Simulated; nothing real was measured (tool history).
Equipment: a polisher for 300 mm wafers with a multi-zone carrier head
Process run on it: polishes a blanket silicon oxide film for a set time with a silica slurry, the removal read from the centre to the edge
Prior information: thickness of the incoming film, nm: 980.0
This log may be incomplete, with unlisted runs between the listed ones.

run	hour	flow of slurry (ml/min)	pressure of the head's centre zone	pressure of the head's middle zone	pressure of the head's edge zone	abrasive content of the slurry	polishing time (s)	film removed at the wafer's centre (angstrom)	film removed at mid-radius (angstrom)	film removed at the wafer's edge (angstrom)
1	0.0	125	1.00	1.00	1.00	1.00	50	1639.7	1610.9	1636.0
2	5.3	130	0.98	1.01	1.02	1.00	50	1642.3	1614.3	1659.7
3	10.8	130	0.98	1.01	0.98	1.00	50	1622.9	1630.8	1621.5
4	19.1	135	0.96	1.03	1.01	1.05	50	1631.1	1695.0	1659.0
5	20.2	135	0.96	1.03	1.01	1.15	50	1701.1	1743.2	1741.6
6	28.2	135	0.96	1.03	1.08	1.15	50	1684.6	1776.9	1796.9
7	33.7	170	0.86	1.03	1.18	1.25	50	1628.8	1844.3	1943.2
8	35.5	170	0.86	1.04	1.18	1.25	50	1633.5	1901.0	1973.7
9	37.8	175	0.85	1.05	1.19	1.30	50	1646.4	1923.9	1975.9

Expected results for the next run?
10	41.2	175	0.83	1.05	1.19	1.40	50	?	?	?

{"run 10": {"film removed at the wafer's centre (angstrom)": 1646.0, "film removed at mid-radius (angstrom)": 1959.6, "film removed at the wafer's edge (angstrom)": 2063.5}}

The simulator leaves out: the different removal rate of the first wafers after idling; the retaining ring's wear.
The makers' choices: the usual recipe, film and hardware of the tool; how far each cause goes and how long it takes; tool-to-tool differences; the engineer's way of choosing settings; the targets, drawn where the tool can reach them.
